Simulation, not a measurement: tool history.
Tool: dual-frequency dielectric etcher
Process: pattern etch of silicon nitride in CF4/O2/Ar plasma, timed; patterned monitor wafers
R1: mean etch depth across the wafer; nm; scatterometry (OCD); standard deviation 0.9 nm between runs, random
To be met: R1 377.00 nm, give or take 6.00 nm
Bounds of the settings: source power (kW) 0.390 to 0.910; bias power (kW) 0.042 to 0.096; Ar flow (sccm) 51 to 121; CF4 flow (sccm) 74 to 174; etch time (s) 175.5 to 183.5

run 1 hour=0.0 | source_power_(kW)=0.650 bias_power_(kW)=0.069 Ar_flow_(sccm)=86 CF4_flow_(sccm)=124 etch_time_(s)=175.5 | R1=470.09
run 2 hour=4.1 | source_power_(kW)=0.650 bias_power_(kW)=0.069 Ar_flow_(sccm)=94 CF4_flow_(sccm)=124 etch_time_(s)=175.5 | R1=467.45
run 3 hour=11.9 | source_power_(kW)=0.650 bias_power_(kW)=0.069 Ar_flow_(sccm)=94 CF4_flow_(sccm)=138 etch_time_(s)=175.5 | R1=470.09
run 4 hour=19.3 | source_power_(kW)=0.650 bias_power_(kW)=0.060 Ar_flow_(sccm)=94 CF4_flow_(sccm)=138 etch_time_(s)=175.5 | R1=435.36
run 5 hour=27.3 | source_power_(kW)=0.650 bias_power_(kW)=0.060 Ar_flow_(sccm)=83 CF4_flow_(sccm)=138 etch_time_(s)=175.5 | R1=437.56
run 6 hour=36.0 | source_power_(kW)=0.650 bias_power_(kW)=0.068 Ar_flow_(sccm)=83 CF4_flow_(sccm)=138 etch_time_(s)=175.5 | R1=471.41
run 7 hour=41.6 | source_power_(kW)=0.600 bias_power_(kW)=0.068 Ar_flow_(sccm)=83 CF4_flow_(sccm)=138 etch_time_(s)=175.5 | R1=432.90
run 8 hour=45.1 | source_power_(kW)=0.570 bias_power_(kW)=0.068 Ar_flow_(sccm)=83 CF4_flow_(sccm)=138 etch_time_(s)=175.5 | R1=409.61

Which one of the following 5 next-run settings gets every result inside its allowed miss? There is exactly one.
run A hour=48.6 | source_power_(kW)=0.600 bias_power_(kW)=0.071 Ar_flow_(sccm)=70 CF4_flow_(sccm)=129 etch_time_(s)=183.5 | R1=?
run B hour=48.6 | source_power_(kW)=0.640 bias_power_(kW)=0.060 Ar_flow_(sccm)=95 CF4_flow_(sccm)=145 etch_time_(s)=182.0 | R1=?
run C hour=48.6 | source_power_(kW)=0.590 bias_power_(kW)=0.077 Ar_flow_(sccm)=75 CF4_flow_(sccm)=168 etch_time_(s)=175.5 | R1=?
run D hour=48.6 | source_power_(kW)=0.620 bias_power_(kW)=0.048 Ar_flow_(sccm)=83 CF4_flow_(sccm)=130 etch_time_(s)=183.0 | R1=?
run E hour=48.6 | source_power_(kW)=0.570 bias_power_(kW)=0.070 Ar_flow_(sccm)=83 CF4_flow_(sccm)=137 etch_time_(s)=178.0 | R1=?

move=A R1=465.90
move=B R1=445.02
move=C R1=464.20
move=D R1=377.13
move=E R1=422.01
A: misses by more than the last run did
B: misses by more than the last run did
C: misses by more than the last run did
D: every result within its allowed miss
E: misses by more than the last run did
Answer: D

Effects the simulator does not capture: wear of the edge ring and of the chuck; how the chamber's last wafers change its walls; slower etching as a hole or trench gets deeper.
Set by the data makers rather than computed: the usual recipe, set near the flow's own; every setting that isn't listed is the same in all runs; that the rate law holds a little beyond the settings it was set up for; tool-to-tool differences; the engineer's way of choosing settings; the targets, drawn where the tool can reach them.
